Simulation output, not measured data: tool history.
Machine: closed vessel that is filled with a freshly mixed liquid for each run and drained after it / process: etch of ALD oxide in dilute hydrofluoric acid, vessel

run,hour,temperature setpoint of the liquid (K),parts of water to one part of 49 % hydrofluoric acid (parts by volume),time in the liquid (s),thickness taken off the ALD oxide on a monitor wafer (Å)
1,0.0,296.15,230,135,60.569
2,8.8,296.15,155,135,99.475
3,16.0,295.65,155,135,97.659
4,22.3,295.65,155,145,105.630
5,26.9,295.15,155,145,103.770
6,32.8,298.65,155,145,118.620
7,40.2,297.65,155,145,112.760
8,43.8,296.65,155,145,109.810
# hour 50.3: hydrofluoric acid flow meter replaced
9,50.3,295.65,155,145,120.620
10,53.1,296.15,160,145,117.030
11,60.1,296.15,165,145,111.050

Run 12 is up next; what results do you expect?
12,64.9,295.65,170,145,?

Logged for run 12: thickness taken off the ALD oxide on a monitor wafer (Å) 107.110.
